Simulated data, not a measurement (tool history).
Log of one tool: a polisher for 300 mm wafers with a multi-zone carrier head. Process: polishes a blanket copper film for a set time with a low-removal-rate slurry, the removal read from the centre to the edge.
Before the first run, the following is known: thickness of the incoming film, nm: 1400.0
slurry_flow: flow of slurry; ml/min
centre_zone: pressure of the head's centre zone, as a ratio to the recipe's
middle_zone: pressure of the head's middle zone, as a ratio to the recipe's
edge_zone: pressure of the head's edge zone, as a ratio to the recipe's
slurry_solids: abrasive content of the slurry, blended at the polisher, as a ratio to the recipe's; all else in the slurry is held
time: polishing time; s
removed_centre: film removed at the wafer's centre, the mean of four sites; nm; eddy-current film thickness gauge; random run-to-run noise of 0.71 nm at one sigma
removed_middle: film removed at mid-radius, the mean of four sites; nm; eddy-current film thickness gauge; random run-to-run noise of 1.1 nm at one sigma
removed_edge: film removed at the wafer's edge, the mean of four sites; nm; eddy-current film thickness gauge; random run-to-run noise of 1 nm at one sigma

run  hour  slurry_flow  centre_zone  middle_zone  edge_zone  slurry_solids  time  removed_centre  removed_middle  removed_edge
  1     0          145            1            1          1              1    82          151.67          155.29        150.28
  2   7.2          145            1            1          1            1.1    82          154.93          154.41        154.66
  3  12.5          145            1         1.06          1            1.1    82          154.42          162.87        153.07
  4  16.9          145            1         1.14          1            1.1    82          153.99          173.14        153.63
  5  20.8          140         0.98          1.1       1.01           1.05    80           145.5          163.76        148.49
  6  23.7          135         0.97         1.06       1.03              1    78          138.68          154.44         145.9
  7  24.5          130         0.96         1.03       1.04           0.95    76          130.34          143.03        140.09
  8  25.7          125         0.95            1       1.04            0.9    75          124.88          133.58        136.23
  9  26.3          120         0.93         0.98       1.02           0.85    75          119.86          131.59        132.85
 10  29.4          115         0.92         0.96       1.02            0.8    74          114.18          125.81        128.03
 11  37.4          115         0.92         0.96       1.02            0.8    74          114.87          123.25        130.47
 12  42.2          115         0.91         0.95          1           0.75    74           112.9          123.58        127.79
 13    49           90         0.87         0.85       1.03            0.5    70          90.106          94.548        110.57

Run 14 comes next. What will it give?
 14  54.6          130         0.88         0.87       1.04            0.5    70               ?               ?             ?

Run 14 measured removed_centre 102.76 nm, removed_middle 104.52 nm, removed_edge 122.88 nm.

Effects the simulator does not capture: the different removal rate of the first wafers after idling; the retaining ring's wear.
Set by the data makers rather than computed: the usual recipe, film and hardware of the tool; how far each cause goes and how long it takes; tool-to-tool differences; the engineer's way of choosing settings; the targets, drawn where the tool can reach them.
